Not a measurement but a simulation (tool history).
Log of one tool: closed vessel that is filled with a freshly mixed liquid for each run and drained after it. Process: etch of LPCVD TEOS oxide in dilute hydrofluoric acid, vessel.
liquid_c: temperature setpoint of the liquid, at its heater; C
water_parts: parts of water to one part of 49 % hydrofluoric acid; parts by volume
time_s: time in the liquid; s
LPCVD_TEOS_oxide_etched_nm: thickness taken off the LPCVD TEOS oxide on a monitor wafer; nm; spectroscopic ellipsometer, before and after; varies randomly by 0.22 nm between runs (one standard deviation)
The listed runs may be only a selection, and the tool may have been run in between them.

{"run": 1, "day": 0.0, "liquid_c": 21.0, "water_parts": 65, "time_s": 30, "LPCVD_TEOS_oxide_etched_nm": 14.942}
{"run": 2, "day": 0.075, "liquid_c": 19.5, "water_parts": 65, "time_s": 30, "LPCVD_TEOS_oxide_etched_nm": 14.177}
{"run": 3, "day": 0.212, "liquid_c": 19.5, "water_parts": 75, "time_s": 30, "LPCVD_TEOS_oxide_etched_nm": 12.203}
{"run": 4, "day": 0.367, "liquid_c": 22.5, "water_parts": 65, "time_s": 30, "LPCVD_TEOS_oxide_etched_nm": 16.025}
{"run": 5, "day": 0.567, "liquid_c": 22.5, "water_parts": 50, "time_s": 30, "LPCVD_TEOS_oxide_etched_nm": 21.216}
{"run": 6, "day": 0.638, "liquid_c": 19.5, "water_parts": 50, "time_s": 30, "LPCVD_TEOS_oxide_etched_nm": 18.562}
{"run": 7, "day": 0.725, "liquid_c": 22.0, "water_parts": 50, "time_s": 30, "LPCVD_TEOS_oxide_etched_nm": 20.731}
{"run": 8, "day": 0.767, "liquid_c": 24.0, "water_parts": 50, "time_s": 30, "LPCVD_TEOS_oxide_etched_nm": 22.705}
{"run": 9, "day": 1.033, "liquid_c": 25.0, "water_parts": 50, "time_s": 30, "LPCVD_TEOS_oxide_etched_nm": 23.431}

For run 10, what comes out?
{"run": 10, "day": 1.221, "liquid_c": 25.0, "water_parts": 50, "time_s": 30, "LPCVD_TEOS_oxide_etched_nm": "?"}

For run 10 the tool returned LPCVD_TEOS_oxide_etched_nm 23.545 nm.
